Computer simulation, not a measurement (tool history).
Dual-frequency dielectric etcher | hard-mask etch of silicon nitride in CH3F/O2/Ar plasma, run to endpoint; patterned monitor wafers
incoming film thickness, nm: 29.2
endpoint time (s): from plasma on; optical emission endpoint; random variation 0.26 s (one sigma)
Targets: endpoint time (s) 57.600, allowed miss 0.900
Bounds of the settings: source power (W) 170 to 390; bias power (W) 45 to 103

run	hour	source power (W)	bias power (W)	endpoint time (s)
1	0.0	280	74	48.996
2	3.4	320	74	46.732
3	8.5	290	72	49.253
4	17.4	290	84	45.756
5	19.4	260	84	47.258
6	28.2	240	80	49.969
7	33.2	230	78	50.762
8	35.8	220	76	52.987
9	41.5	210	75	53.644
10	42.8	200	74	55.190

Which of these 4 next moves meets every target?
A	44.1	210	77	?
B	44.1	180	71	?
C	44.1	170	83	?
D	44.1	230	71	?

move	endpoint time (s)
A	52.989
B	57.829
C	54.813
D	53.345
A: further off than the last run
B: meets every target
C: further off than the last run
D: further off than the last run
Answer: B
